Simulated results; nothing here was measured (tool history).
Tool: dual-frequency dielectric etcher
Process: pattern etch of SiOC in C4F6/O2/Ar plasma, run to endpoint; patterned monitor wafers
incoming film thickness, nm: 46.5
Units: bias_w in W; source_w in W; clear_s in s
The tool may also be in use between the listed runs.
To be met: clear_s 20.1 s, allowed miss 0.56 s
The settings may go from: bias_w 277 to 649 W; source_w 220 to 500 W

| run | hour | bias_w | source_w | clear_s |
|---|---|---|---|---|
| 1 | 0 | 463 | 360 | 17.657 |
| 2 | 4.3 | 463 | 390 | 17.161 |
| 3 | 11.2 | 438 | 380 | 17.943 |
| 4 | 12.1 | 423 | 380 | 17.803 |
| 5 | 20.2 | 423 | 410 | 17.531 |
| 6 | 20.7 | 402 | 400 | 17.918 |
| 7 | 28.7 | 384 | 390 | 18.495 |
| 8 | 32.1 | 371 | 390 | 18.607 |
| 9 | 39.8 | 359 | 390 | 18.997 |

Which of these 4 next moves meets every target?
| A | 47.5 | 303 | 410 | ? |
| B | 47.5 | 389 | 370 | ? |
| C | 47.5 | 382 | 410 | ? |
| D | 47.5 | 370 | 410 | ? |

| move | clear_s |
|---|---|
| A | 20.198 |
| B | 18.853 |
| C | 18.33 |
| D | 18.577 |
A: meets every target
B: further off than the last run
C: further off than the last run
D: further off than the last run
Move A is the one to make.

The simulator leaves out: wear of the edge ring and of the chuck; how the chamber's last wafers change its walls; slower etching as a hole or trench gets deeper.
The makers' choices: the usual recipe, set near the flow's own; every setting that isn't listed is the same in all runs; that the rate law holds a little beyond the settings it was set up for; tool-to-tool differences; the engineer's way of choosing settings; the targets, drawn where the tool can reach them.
